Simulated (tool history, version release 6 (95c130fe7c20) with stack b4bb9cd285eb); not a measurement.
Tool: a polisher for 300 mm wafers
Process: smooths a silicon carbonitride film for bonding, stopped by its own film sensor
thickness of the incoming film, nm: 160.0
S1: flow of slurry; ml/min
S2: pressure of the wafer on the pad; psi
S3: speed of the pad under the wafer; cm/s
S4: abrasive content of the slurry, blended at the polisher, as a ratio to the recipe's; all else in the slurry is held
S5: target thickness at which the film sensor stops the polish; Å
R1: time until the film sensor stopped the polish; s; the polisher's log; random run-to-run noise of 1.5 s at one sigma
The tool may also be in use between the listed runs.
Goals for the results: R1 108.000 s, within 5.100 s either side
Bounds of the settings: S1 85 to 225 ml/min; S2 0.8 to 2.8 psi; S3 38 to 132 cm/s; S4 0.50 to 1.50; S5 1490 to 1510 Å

run 1 hour=0.0 | S1=145 S2=1.8 S3=84 S4=1.00 S5=1490 | R1=48.213
run 2 hour=4.5 | S1=145 S2=1.5 S3=84 S4=1.00 S5=1490 | R1=57.462
run 3 hour=12.5 | S1=145 S2=1.3 S3=78 S4=1.00 S5=1490 | R1=71.111
run 4 hour=14.3 | S1=145 S2=1.2 S3=76 S4=1.00 S5=1490 | R1=73.942
run 5 hour=18.8 | S1=145 S2=1.1 S3=76 S4=1.00 S5=1490 | R1=82.551
run 6 hour=24.3 | S1=145 S2=1.1 S3=66 S4=1.00 S5=1490 | R1=92.332
run 7 hour=24.9 | S1=145 S2=1.1 S3=66 S4=1.00 S5=1490 | R1=92.782
run 8 hour=27.6 | S1=145 S2=1.0 S3=66 S4=1.00 S5=1490 | R1=101.260
run 9 hour=31.6 | S1=145 S2=1.0 S3=66 S4=1.00 S5=1490 | R1=102.130
run 10 hour=39.7 | S1=140 S2=0.9 S3=66 S4=1.00 S5=1490 | R1=115.150

Below are 5 possible settings for the next run. Only one of them brings all results inside the allowed miss of their targets. Which is it?
run A hour=47.8 | S1=135 S2=0.8 S3=66 S4=0.90 S5=1500 | R1=?
run B hour=47.8 | S1=130 S2=0.8 S3=58 S4=1.10 S5=1490 | R1=?
run C hour=47.8 | S1=125 S2=0.8 S3=58 S4=1.10 S5=1500 | R1=?
run D hour=47.8 | S1=160 S2=1.2 S3=38 S4=0.85 S5=1500 | R1=?
run E hour=47.8 | S1=165 S2=1.1 S3=56 S4=0.95 S5=1490 | R1=?

move=A R1=119.630
move=B R1=137.170
move=C R1=125.650
move=D R1=125.610
move=E R1=105.390
A: its largest miss is bigger than the last run's
B: its largest miss is bigger than the last run's
C: its largest miss is bigger than the last run's
D: its largest miss is bigger than the last run's
E: every result lands within tolerance
E meets every target.
